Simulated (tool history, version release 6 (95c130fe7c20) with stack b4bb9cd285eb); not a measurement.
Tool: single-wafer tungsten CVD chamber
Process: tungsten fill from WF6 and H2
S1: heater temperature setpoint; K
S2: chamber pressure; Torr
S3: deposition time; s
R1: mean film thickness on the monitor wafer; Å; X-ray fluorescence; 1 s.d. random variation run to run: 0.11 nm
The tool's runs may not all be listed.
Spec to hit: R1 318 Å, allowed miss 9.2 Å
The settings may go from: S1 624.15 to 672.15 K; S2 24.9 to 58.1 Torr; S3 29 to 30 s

{"run": 1, "day": 0.0, "S1": 648.15, "S2": 41.5, "S3": 29, "R1": 584.88}
{"run": 2, "day": 0.304, "S1": 648.15, "S2": 37.8, "S3": 29, "R1": 547.56}
{"run": 3, "day": 0.488, "S1": 644.15, "S2": 37.2, "S3": 29, "R1": 493.34}
{"run": 4, "day": 0.65, "S1": 644.15, "S2": 30.4, "S3": 29, "R1": 418.88}
{"run": 5, "day": 0.983, "S1": 644.15, "S2": 30.4, "S3": 29, "R1": 418.08}
{"run": 6, "day": 1.242, "S1": 644.15, "S2": 24.9, "S3": 29, "R1": 345.83}
{"run": 7, "day": 1.512, "S1": 643.15, "S2": 24.9, "S3": 29, "R1": 341.1}
{"run": 8, "day": 1.583, "S1": 642.15, "S2": 24.9, "S3": 29, "R1": 330.25}

Pick the move, out of 5, that brings all results within their allowed miss; only one does.
{"run": "A", "day": 1.654, "S1": 637.15, "S2": 24.9, "S3": 29, "R1": "?"}
{"run": "B", "day": 1.654, "S1": 638.15, "S2": 24.9, "S3": 29, "R1": "?"}
{"run": "C", "day": 1.654, "S1": 632.15, "S2": 32.3, "S3": 30, "R1": "?"}
{"run": "D", "day": 1.654, "S1": 636.15, "S2": 25.8, "S3": 29, "R1": "?"}
{"run": "E", "day": 1.654, "S1": 640.15, "S2": 24.9, "S3": 29.6, "R1": "?"}

move=A R1=294.24
move=B R1=301.64
move=C R1=340.36
move=D R1=297.58
move=E R1=323.5
A: the result that was furthest off in the last run now lies on the other side of its target
B: the result that was furthest off in the last run now lies on the other side of its target
C: further off than the last run
D: the result that was furthest off in the last run now lies on the other side of its target
E: all results land within tolerance of their targets
E meets every target.
